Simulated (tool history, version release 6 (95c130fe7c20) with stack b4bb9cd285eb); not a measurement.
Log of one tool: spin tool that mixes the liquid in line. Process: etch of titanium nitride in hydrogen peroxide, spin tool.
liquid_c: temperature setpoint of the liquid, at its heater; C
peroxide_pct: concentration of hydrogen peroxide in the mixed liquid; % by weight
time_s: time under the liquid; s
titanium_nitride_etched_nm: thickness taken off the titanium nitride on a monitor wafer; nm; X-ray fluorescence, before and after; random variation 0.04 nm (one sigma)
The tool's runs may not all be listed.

| run | day | liquid_c | peroxide_pct | time_s | titanium_nitride_etched_nm |
|---|---|---|---|---|---|
| 1 | 0 | 52 | 17.5 | 90 | 7.1192 |
| 2 | 0.188 | 52 | 19.5 | 90 | 7.2885 |
| 3 | 0.321 | 49.5 | 19.5 | 90 | 6.1328 |
| 4 | 0.517 | 54 | 19.5 | 90 | 8.4012 |
| 5 | 0.733 | 54 | 16.5 | 90 | 8.0662 |
| 6 | 1.058 | 51 | 16.5 | 90 | 6.5104 |

Forecast run 7:
| 7 | 1.308 | 49 | 16.5 | 90 | ? |

Run 7 gave titanium_nitride_etched_nm 5.6767 nm.
